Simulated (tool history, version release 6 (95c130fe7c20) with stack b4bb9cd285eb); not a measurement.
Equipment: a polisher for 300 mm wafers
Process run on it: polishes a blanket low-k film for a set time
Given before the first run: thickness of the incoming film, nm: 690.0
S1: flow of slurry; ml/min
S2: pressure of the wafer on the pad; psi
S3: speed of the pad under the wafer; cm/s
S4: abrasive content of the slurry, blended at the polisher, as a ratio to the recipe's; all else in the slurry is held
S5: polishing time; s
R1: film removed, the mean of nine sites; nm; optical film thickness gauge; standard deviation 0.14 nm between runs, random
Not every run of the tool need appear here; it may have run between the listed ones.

Run 1, hour 0: S1 200 ml/min, S2 2 psi, S3 100 cm/s, S4 1, S5 42 s. Result: R1 17.159 nm.
Run 2, hour 2.2: S1 220 ml/min, S2 2 psi, S3 100 cm/s, S4 1, S5 42 s. Result: R1 16.697 nm.
Run 3, hour 8.8: S1 220 ml/min, S2 2 psi, S3 100 cm/s, S4 1, S5 37 s. Result: R1 15.182 nm.
Run 4, hour 11.7: S1 220 ml/min, S2 1.8 psi, S3 98 cm/s, S4 1, S5 37 s. Result: R1 13.355 nm.
Run 5, hour 20: S1 220 ml/min, S2 1.8 psi, S3 98 cm/s, S4 1, S5 42 s. Result: R1 15.119 nm.
Run 6, hour 28.9: S1 220 ml/min, S2 1.8 psi, S3 74 cm/s, S4 1, S5 42 s. Result: R1 12.008 nm.

For run 7, what comes out?
Run 7, hour 37.9: S1 220 ml/min, S2 1.7 psi, S3 74 cm/s, S4 1, S5 42 s. Result: R1 ?.

{"run 7": {"R1": 11.252}}
